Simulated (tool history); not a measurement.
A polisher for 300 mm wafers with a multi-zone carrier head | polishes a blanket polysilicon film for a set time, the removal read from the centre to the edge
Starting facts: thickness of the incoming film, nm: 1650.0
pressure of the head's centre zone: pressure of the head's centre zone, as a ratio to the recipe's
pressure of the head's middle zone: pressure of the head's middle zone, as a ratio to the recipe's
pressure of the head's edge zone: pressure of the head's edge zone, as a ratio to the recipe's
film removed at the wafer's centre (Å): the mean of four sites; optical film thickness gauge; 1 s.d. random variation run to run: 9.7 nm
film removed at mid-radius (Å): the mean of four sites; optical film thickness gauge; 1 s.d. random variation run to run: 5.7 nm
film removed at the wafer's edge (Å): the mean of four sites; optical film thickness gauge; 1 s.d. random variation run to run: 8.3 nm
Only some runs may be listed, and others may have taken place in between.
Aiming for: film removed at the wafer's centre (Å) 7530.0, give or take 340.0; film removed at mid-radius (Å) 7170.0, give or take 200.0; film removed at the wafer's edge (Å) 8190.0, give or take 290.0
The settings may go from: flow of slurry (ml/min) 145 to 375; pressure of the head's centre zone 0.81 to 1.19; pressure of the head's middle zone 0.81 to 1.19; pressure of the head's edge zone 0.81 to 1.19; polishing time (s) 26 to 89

run	hour	flow of slurry (ml/min)	pressure of the head's centre zone	pressure of the head's middle zone	pressure of the head's edge zone	polishing time (s)	film removed at the wafer's centre (Å)	film removed at mid-radius (Å)	film removed at the wafer's edge (Å)
1	0.0	240	1.00	1.00	1.00	57	6892.1	7011.5	6624.6
2	7.0	240	0.93	1.00	1.00	57	6288.3	6860.7	6703.9
3	15.4	215	0.93	1.00	1.00	57	6156.0	6862.6	6574.1
4	21.1	215	0.93	1.04	1.00	57	6276.4	7076.1	6638.3
5	22.2	235	0.95	1.01	1.05	58	6501.6	7044.1	6909.4
6	28.0	250	0.96	0.99	1.09	59	6849.8	7019.5	7255.8
7	30.5	260	0.96	0.98	1.12	60	6851.4	7318.9	7473.5
8	35.9	260	0.97	0.95	1.14	61	7161.9	7235.6	7859.3
9	38.8	260	0.98	0.94	1.15	61	7331.4	7098.1	7775.5

Next run, 5 choices. One meets every target within its allowed miss, the rest don't. Which?
A	41.7	330	1.00	0.97	1.15	57	?	?	?
B	41.7	310	0.99	0.89	1.06	60	?	?	?
C	41.7	245	0.95	0.84	1.10	66	?	?	?
D	41.7	310	1.03	0.98	1.10	59	?	?	?
E	41.7	240	1.11	0.94	1.11	60	?	?	?

move	film removed at the wafer's centre (Å)	film removed at mid-radius (Å)	film removed at the wafer's edge (Å)
A	7015.3	7028.8	7199.5
B	7267.4	6952.2	7244.1
C	7479.8	7174.3	7956.1
D	7405.7	7280.6	7250.0
E	7789.7	6988.2	7243.3
A: moves away from the targets compared with the last run
B: moves away from the targets compared with the last run
C: every result within its allowed miss
D: moves away from the targets compared with the last run
E: moves away from the targets compared with the last run
C is the move that brings every result within its allowed miss.
